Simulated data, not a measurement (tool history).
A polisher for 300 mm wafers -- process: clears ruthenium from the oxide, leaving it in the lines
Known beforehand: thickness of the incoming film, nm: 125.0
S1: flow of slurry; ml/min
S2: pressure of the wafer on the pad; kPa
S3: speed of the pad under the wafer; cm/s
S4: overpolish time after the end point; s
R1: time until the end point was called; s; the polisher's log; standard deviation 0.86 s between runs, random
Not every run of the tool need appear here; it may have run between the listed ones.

run 1 hour=0 | S1=280 S2=9.7 S3=108 S4=31 | R1=129.1
run 2 hour=3.1 | S1=280 S2=10.3 S3=108 S4=31 | R1=123.63
run 3 hour=9.2 | S1=280 S2=11 S3=108 S4=31 | R1=120.98
run 4 hour=18 | S1=280 S2=11 S3=98 S4=31 | R1=129.17
run 5 hour=24 | S1=255 S2=11 S3=98 S4=31 | R1=131
run 6 hour=30 | S1=255 S2=11 S3=110 S4=31 | R1=118.41
run 7 hour=35.4 | S1=265 S2=11.7 S3=110 S4=31 | R1=110.93
run 8 hour=36.7 | S1=270 S2=12.4 S3=110 S4=31 | R1=105.14

What does the tool deliver on the next run?
run 9 hour=40.1 | S1=275 S2=13.1 S3=110 S4=31 | R1=?

R1: 102.99 s
